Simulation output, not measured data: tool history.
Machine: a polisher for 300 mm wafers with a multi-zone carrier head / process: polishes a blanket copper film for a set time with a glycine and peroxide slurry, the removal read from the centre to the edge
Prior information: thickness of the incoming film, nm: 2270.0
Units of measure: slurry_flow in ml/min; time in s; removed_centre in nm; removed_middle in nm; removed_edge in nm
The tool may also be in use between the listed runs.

run,hour,slurry_flow,centre_zone,middle_zone,edge_zone,time,removed_centre,removed_middle,removed_edge
1,0.0,230,1.00,1.00,1.00,79,526.75,552.37,547.31
2,8.3,245,1.03,1.03,1.02,80,553.16,580.45,565.65
3,12.3,260,1.06,1.05,1.03,81,585.31,609.85,574.48
4,20.0,275,1.08,1.06,1.05,81,610.60,612.37,592.11
5,24.4,275,1.08,1.15,1.05,81,600.71,658.36,591.19
6,27.7,275,1.08,1.15,1.10,81,606.18,654.26,591.90
7,36.3,285,1.09,1.15,1.11,81,620.02,654.08,598.86
8,38.2,290,1.10,1.15,1.11,81,606.70,648.20,597.69

Predict the results of run 9:
9,39.5,290,1.10,1.15,1.11,81,?,?,?

{"run 9": {"removed_centre": 598.73, "removed_middle": 653.88, "removed_edge": 605.82}}
